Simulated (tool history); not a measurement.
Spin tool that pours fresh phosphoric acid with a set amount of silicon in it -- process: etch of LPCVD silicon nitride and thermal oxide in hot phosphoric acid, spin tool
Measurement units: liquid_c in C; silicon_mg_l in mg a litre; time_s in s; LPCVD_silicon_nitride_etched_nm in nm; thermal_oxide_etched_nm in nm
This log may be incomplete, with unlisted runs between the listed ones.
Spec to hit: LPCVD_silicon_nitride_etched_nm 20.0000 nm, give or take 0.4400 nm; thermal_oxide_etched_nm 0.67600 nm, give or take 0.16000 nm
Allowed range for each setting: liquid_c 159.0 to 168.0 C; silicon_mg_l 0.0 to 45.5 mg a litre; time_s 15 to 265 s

run,hour,liquid_c,silicon_mg_l,time_s,LPCVD_silicon_nitride_etched_nm,thermal_oxide_etched_nm
1,0.0,164.0,20.0,135,11.2220,0.30296
2,3.5,164.0,20.0,95,7.9413,0.22432
3,7.7,164.5,19.5,105,8.9064,0.25468
4,14.3,165.0,19.0,115,9.9738,0.30865
5,19.3,165.5,19.5,125,10.7920,0.27591
6,26.1,165.5,24.5,125,10.8640,0.27282
7,31.1,165.5,22.5,130,11.3190,0.26529
8,37.3,165.5,20.5,135,11.7680,0.33262
9,42.3,165.5,20.0,140,12.2850,0.32378
10,50.6,165.5,18.5,145,12.6330,0.33934
11,53.6,165.5,17.0,150,13.2870,0.35970
12,62.0,165.5,15.5,155,13.4570,0.47950
13,64.6,165.5,15.5,160,14.0930,0.45568
14,69.0,165.5,15.5,165,14.3880,0.39947
15,77.2,166.0,14.5,170,15.1320,0.48373
16,83.8,166.0,14.5,175,15.5260,0.48922
17,91.7,166.0,14.0,180,16.1200,0.53979
18,93.7,166.0,14.0,185,16.5140,0.51427

Pick the move, out of 5, that brings all results within their allowed miss; only one does.
A,95.7,164.0,5.5,220,?,?
B,95.7,166.0,30.0,225,?,?
C,95.7,166.0,11.5,225,?,?
D,95.7,166.0,28.5,225,?,?
E,95.7,166.5,34.0,220,?,?

move,LPCVD_silicon_nitride_etched_nm,thermal_oxide_etched_nm
A,18.2410,0.63737
B,19.9210,0.38053
C,19.9210,0.66212
D,19.9210,0.40336
E,19.7990,0.32400
A: gains on the last run, yet a result remains outside its allowed miss
B: the worst result of the last run now meets its target, but another is out of spec
C: meets every target
D: the worst result of the last run now meets its target, but another is out of spec
E: the worst result of the last run now meets its target, but another is out of spec
So the answer is move C, the one that meets all the targets.
